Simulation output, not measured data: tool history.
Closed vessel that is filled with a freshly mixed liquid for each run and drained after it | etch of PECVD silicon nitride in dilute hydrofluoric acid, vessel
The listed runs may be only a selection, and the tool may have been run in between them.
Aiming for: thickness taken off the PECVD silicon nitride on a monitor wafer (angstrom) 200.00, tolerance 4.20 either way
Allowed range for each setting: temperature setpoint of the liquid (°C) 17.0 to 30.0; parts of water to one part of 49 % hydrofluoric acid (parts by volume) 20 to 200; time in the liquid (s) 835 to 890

run  hour  temperature setpoint of the liquid (°C)  parts of water to one part of 49 % hydrofluoric acid (parts by volume)  time in the liquid (s)  thickness taken off the PECVD silicon nitride on a monitor wafer (angstrom)
  1   0.0                                     22.0                                                                     110                     835                                                                       374.70
  2   2.1                                     22.0                                                                     110                     890                                                                       400.25
  3   5.8                                     22.0                                                                     110                     835                                                                       378.12
  4  12.7                                     20.0                                                                     110                     835                                                                       329.51
  5  22.0                                     18.0                                                                     110                     835                                                                       286.87
  6  29.0                                     18.0                                                                     110                     890                                                                       302.21
  7  34.9                                     17.5                                                                     120                     890                                                                       270.53
  8  38.2                                     17.5                                                                     130                     890                                                                       249.93
  9  43.2                                     17.5                                                                     135                     890                                                                       242.04
 10  48.4                                     17.5                                                                     140                     890                                                                       232.67
 11  49.9                                     17.5                                                                     145                     890                                                                       224.43

Below are 4 possible settings for the next run. Only one of them brings all results inside the allowed miss of their targets. Which is it?
  A  51.4                                     17.0                                                                     155                     835                                                                            ?
  B  51.4                                     17.0                                                                     160                     855                                                                            ?
  C  51.4                                     17.0                                                                     150                     850                                                                            ?
  D  51.4                                     18.5                                                                     160                     855                                                                            ?

move  thickness taken off the PECVD silicon nitride on a monitor wafer (angstrom)
   A                                                                       190.27
   B                                                                       188.96
   C                                                                       199.90
   D                                                                       209.22
A: carries the result that was furthest off beyond its target, to the other side
B: carries the result that was furthest off beyond its target, to the other side
C: all results land within tolerance of their targets
D: moves toward the targets from the last run without getting all of them in spec
The move that meets every target is C.
